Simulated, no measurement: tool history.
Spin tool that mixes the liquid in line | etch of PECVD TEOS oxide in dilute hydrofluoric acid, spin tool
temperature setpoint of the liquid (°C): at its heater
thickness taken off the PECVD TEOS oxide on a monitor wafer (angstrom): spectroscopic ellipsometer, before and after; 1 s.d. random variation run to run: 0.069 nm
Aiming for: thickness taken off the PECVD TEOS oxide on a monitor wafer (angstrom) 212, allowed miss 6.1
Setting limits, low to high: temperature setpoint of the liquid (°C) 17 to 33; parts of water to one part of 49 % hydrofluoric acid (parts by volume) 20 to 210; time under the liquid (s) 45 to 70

run	hour	temperature setpoint of the liquid (°C)	parts of water to one part of 49 % hydrofluoric acid (parts by volume)	time under the liquid (s)	thickness taken off the PECVD TEOS oxide on a monitor wafer (angstrom)
1	0	25	115	70	128.59
2	4.9	22.5	115	70	116.35
3	11	22.5	115	70	115.87
4	16	22.5	115	45	74.694
5	21.9	24	110	45	83.478
6	27.4	24	110	45	84.111
7	30.2	25	95	45	102.64
8	31.3	26	85	45	121.61
9	32.8	27	80	45	134.41
10	37.1	28	75	45	150.96
11	41.2	29	75	45	155.03
12	44	29.5	75	45	159.26
13	49.7	30	75	45	162.53
14	57.8	30.5	70	45	178.57
15	59	31	70	45	182.82
16	63.9	31.5	70	45	185.72

Next run, 5 choices. One meets every target within its allowed miss, the rest don't. Which?
A	68.8	32	60	45	?
B	68.8	33	70	45	?
C	68.8	29	85	65	?
D	68.8	32	100	70	?
E	68.8	30.5	60	45	?

move	thickness taken off the PECVD TEOS oxide on a monitor wafer (angstrom)
A	223.7
B	196
C	195.87
D	196.38
E	211.16
A: moves the result that the last run missed by most past its target, out the other side
B: nearer than the last run, and not there yet
C: nearer than the last run, and not there yet
D: nearer than the last run, and not there yet
E: in spec on every target
The move that meets every target is E.

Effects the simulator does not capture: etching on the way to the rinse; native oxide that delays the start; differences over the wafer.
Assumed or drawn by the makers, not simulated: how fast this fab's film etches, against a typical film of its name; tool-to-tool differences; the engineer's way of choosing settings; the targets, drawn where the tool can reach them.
